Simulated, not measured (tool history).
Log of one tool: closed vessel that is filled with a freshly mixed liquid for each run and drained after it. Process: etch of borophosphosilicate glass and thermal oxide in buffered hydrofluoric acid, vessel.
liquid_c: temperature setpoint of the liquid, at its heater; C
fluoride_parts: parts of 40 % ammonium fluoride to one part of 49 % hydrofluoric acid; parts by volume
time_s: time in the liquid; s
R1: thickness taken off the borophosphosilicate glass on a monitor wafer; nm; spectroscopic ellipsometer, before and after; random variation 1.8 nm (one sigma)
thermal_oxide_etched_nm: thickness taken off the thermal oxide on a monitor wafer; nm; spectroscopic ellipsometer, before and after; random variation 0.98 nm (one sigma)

{"run": 1, "hour": 0.0, "liquid_c": 21.0, "fluoride_parts": 14.0, "time_s": 60, "R1": 80.305, "thermal_oxide_etched_nm": 38.984}
{"run": 2, "hour": 8.4, "liquid_c": 22.5, "fluoride_parts": 14.0, "time_s": 60, "R1": 86.873, "thermal_oxide_etched_nm": 42.931}
{"run": 3, "hour": 11.7, "liquid_c": 22.5, "fluoride_parts": 16.0, "time_s": 60, "R1": 76.104, "thermal_oxide_etched_nm": 37.622}
{"run": 4, "hour": 15.9, "liquid_c": 22.5, "fluoride_parts": 16.0, "time_s": 45, "R1": 57.586, "thermal_oxide_etched_nm": 28.202}
{"run": 5, "hour": 19.1, "liquid_c": 22.5, "fluoride_parts": 16.0, "time_s": 55, "R1": 70.642, "thermal_oxide_etched_nm": 34.097}
{"run": 6, "hour": 20.0, "liquid_c": 22.5, "fluoride_parts": 19.5, "time_s": 55, "R1": 58.472, "thermal_oxide_etched_nm": 28.152}
{"run": 7, "hour": 21.7, "liquid_c": 24.5, "fluoride_parts": 15.0, "time_s": 60, "R1": 91.627, "thermal_oxide_etched_nm": 44.692}
{"run": 8, "hour": 27.4, "liquid_c": 26.0, "fluoride_parts": 12.0, "time_s": 60, "R1": 122.51, "thermal_oxide_etched_nm": 60.242}
{"run": 9, "hour": 31.8, "liquid_c": 27.0, "fluoride_parts": 10.0, "time_s": 60, "R1": 155.82, "thermal_oxide_etched_nm": 75.521}
{"run": 10, "hour": 37.8, "liquid_c": 27.5, "fluoride_parts": 9.0, "time_s": 60, "R1": 169.77, "thermal_oxide_etched_nm": 82.975}
{"run": 11, "hour": 44.8, "liquid_c": 29.0, "fluoride_parts": 6.0, "time_s": 60, "R1": 276.43, "thermal_oxide_etched_nm": 136.58}
{"run": 12, "hour": 47.8, "liquid_c": 27.5, "fluoride_parts": 6.0, "time_s": 60, "R1": 256.25, "thermal_oxide_etched_nm": 122.3}

Run 13 comes next. What will it give?
{"run": 13, "hour": 55.0, "liquid_c": 27.5, "fluoride_parts": 6.5, "time_s": 60, "R1": "?", "thermal_oxide_etched_nm": "?"}

{"run 13": {"R1": 242.37, "thermal_oxide_etched_nm": 118.11}}

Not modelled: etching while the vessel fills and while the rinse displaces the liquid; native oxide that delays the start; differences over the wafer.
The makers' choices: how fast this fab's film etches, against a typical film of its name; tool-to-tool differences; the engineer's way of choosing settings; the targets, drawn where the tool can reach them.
